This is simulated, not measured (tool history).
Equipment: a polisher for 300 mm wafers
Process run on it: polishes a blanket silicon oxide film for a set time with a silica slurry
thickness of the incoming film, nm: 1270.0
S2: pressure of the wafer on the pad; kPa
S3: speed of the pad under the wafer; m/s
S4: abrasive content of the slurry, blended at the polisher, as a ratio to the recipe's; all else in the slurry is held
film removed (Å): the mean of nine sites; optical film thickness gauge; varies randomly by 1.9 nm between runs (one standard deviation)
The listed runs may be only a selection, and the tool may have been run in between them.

Run 1, hour 0: flow of slurry (ml/min) 170, S2 33.8 kPa, S3 1.34 m/s, S4 1, polishing time (s) 47. Result: film removed (Å) 2184.4.
Run 2, hour 7.3: flow of slurry (ml/min) 170, S2 32.4 kPa, S3 1.34 m/s, S4 1, polishing time (s) 47. Result: film removed (Å) 2096.4.
Run 3, hour 10.9: flow of slurry (ml/min) 170, S2 40.7 kPa, S3 1.34 m/s, S4 1, polishing time (s) 47. Result: film removed (Å) 2533.2.
Run 4, hour 17.1: flow of slurry (ml/min) 155, S2 40.7 kPa, S3 1.34 m/s, S4 1, polishing time (s) 47. Result: film removed (Å) 2500.7.
Run 5, hour 19.6: flow of slurry (ml/min) 125, S2 40.7 kPa, S3 1.34 m/s, S4 1, polishing time (s) 47. Result: film removed (Å) 2398.3.
Run 6, hour 25.2: flow of slurry (ml/min) 125, S2 38.6 kPa, S3 1.34 m/s, S4 1, polishing time (s) 47. Result: film removed (Å) 2258.1.
Run 7, hour 26.5: flow of slurry (ml/min) 125, S2 37.2 kPa, S3 1.34 m/s, S4 1, polishing time (s) 47. Result: film removed (Å) 2219.8.
Run 8, hour 34.9: flow of slurry (ml/min) 125, S2 35.9 kPa, S3 1.34 m/s, S4 1, polishing time (s) 47. Result: film removed (Å) 2147.1.
Run 9, hour 40.2: flow of slurry (ml/min) 125, S2 34.5 kPa, S3 1.34 m/s, S4 1, polishing time (s) 47. Result: film removed (Å) 2096.5.
Run 10, hour 44.9: flow of slurry (ml/min) 125, S2 33.1 kPa, S3 1.34 m/s, S4 1, polishing time (s) 47. Result: film removed (Å) 1996.4.
Run 11, hour 50: flow of slurry (ml/min) 125, S2 32.4 kPa, S3 1.34 m/s, S4 1, polishing time (s) 47. Result: film removed (Å) 1936.1.
Run 12, hour 52.6: flow of slurry (ml/min) 125, S2 31.7 kPa, S3 1.34 m/s, S4 1, polishing time (s) 47. Result: film removed (Å) 1958.4.

Run 13 is up next; what results do you expect?
Run 13, hour 58.1: flow of slurry (ml/min) 125, S2 31 kPa, S3 1.34 m/s, S4 1, polishing time (s) 47. Result: film removed (Å) ?.

Run 13 yielded film removed (Å) 1891.7.
